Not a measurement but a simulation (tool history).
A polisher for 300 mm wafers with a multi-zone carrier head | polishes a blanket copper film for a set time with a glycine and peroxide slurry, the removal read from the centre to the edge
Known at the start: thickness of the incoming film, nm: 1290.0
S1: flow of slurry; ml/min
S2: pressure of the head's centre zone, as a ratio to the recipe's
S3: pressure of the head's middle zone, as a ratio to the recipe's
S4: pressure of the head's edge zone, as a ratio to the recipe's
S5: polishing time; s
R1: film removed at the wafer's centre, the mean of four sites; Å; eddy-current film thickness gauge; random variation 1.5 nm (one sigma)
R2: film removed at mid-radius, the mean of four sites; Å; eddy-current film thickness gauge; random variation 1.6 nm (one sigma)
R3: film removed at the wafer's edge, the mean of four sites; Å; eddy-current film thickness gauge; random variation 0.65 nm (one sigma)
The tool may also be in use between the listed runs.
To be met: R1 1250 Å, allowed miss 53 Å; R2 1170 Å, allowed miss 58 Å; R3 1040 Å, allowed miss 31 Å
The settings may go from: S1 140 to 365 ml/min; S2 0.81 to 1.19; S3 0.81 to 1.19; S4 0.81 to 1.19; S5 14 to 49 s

| run | hour | S1 | S2 | S3 | S4 | S5 | R1 | R2 | R3 |
|---|---|---|---|---|---|---|---|---|---|
| 1 | 0 | 235 | 1 | 1 | 1 | 31 | 1723.6 | 1776.3 | 1688.4 |
| 2 | 9 | 235 | 1 | 1 | 0.92 | 31 | 1696.5 | 1709.6 | 1639.4 |
| 3 | 13.6 | 235 | 1.03 | 1.02 | 0.91 | 28 | 1625.6 | 1587 | 1475.1 |
| 4 | 16.6 | 235 | 1.03 | 1.02 | 0.91 | 32 | 1831.5 | 1856.6 | 1673.2 |
| 5 | 24.2 | 235 | 1.03 | 1.02 | 0.95 | 32 | 1873.8 | 1902.8 | 1705.1 |
| 6 | 30.8 | 235 | 1.03 | 1.09 | 0.95 | 32 | 1811.7 | 2005.3 | 1699.2 |
| 7 | 34.9 | 235 | 1.04 | 1.09 | 0.93 | 29 | 1719 | 1722.1 | 1535.6 |
| 8 | 37.3 | 230 | 1.04 | 1.11 | 0.9 | 27 | 1534.4 | 1639 | 1396 |
| 9 | 42 | 230 | 1.05 | 1.1 | 0.88 | 25 | 1469.2 | 1506 | 1274.7 |
| 10 | 47.4 | 225 | 1.05 | 1.08 | 0.87 | 24 | 1404.6 | 1456.8 | 1238.3 |
| 11 | 53.5 | 225 | 1.06 | 1.06 | 0.86 | 23 | 1357.7 | 1390.2 | 1155 |
| 12 | 60.1 | 195 | 1.04 | 0.96 | 0.85 | 22 | 1216.5 | 1139.4 | 1098.3 |
| 13 | 67.8 | 195 | 1.05 | 0.97 | 0.84 | 22 | 1247.1 | 1168.6 | 1089 |

5 next moves are on the table. One of them brings every result within its allowed miss. Which?
| A | 75.5 | 215 | 1.13 | 1.14 | 0.81 | 20 | ? | ? | ? |
| B | 75.5 | 240 | 1.04 | 1.05 | 0.81 | 20 | ? | ? | ? |
| C | 75.5 | 160 | 1.09 | 1 | 0.81 | 22 | ? | ? | ? |
| D | 75.5 | 165 | 1.08 | 1.17 | 0.81 | 22 | ? | ? | ? |
| E | 75.5 | 175 | 1.03 | 1.09 | 0.81 | 20 | ? | ? | ? |

| move | R1 | R2 | R3 |
|---|---|---|---|
| A | 1215.2 | 1224.5 | 982.88 |
| B | 1154.5 | 1159.7 | 995.61 |
| C | 1220.7 | 1142 | 1041.4 |
| D | 1221.9 | 1314.5 | 1044 |
| E | 1082.4 | 1138 | 958.29 |
A: takes the result that was furthest off past its target
B: takes the result that was furthest off past its target
C: meets every target
D: brings the result that was furthest off to its target, and leaves another outside
E: takes the result that was furthest off past its target
The right move is C.
